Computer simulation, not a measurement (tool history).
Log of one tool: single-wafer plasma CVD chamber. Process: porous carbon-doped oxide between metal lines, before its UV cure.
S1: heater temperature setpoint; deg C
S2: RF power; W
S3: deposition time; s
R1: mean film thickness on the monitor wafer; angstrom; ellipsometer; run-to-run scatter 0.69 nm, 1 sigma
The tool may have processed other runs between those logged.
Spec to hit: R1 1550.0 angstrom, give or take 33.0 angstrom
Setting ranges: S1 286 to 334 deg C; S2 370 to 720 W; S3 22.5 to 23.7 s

run,day,S1,S2,S3,R1
1,0.000,310,545,23.7,1389.0
2,0.354,308,550,23.7,1400.1
3,0.667,306,555,23.7,1446.1
4,0.788,312,555,23.7,1389.3
5,1.012,310,560,23.7,1409.1
6,1.092,308,560,23.7,1421.1
7,1.288,306,565,23.7,1449.5
8,1.388,305,565,23.7,1443.1
9,1.458,304,570,23.7,1478.1
10,1.625,304,570,23.7,1464.8

Exactly one of the 4 candidate moves below puts every result within its allowed miss. Which one?
A,1.792,303,540,23.7,?
B,1.792,313,560,22.5,?
C,1.792,296,550,22.5,?
D,1.792,307,625,23.7,?

move,R1
A,1433.4
B,1330.7
C,1430.6
D,1550.2
A: its largest miss is bigger than the last run's
B: its largest miss is bigger than the last run's
C: its largest miss is bigger than the last run's
D: every result within its allowed miss
Correct choice: D, which meets every target
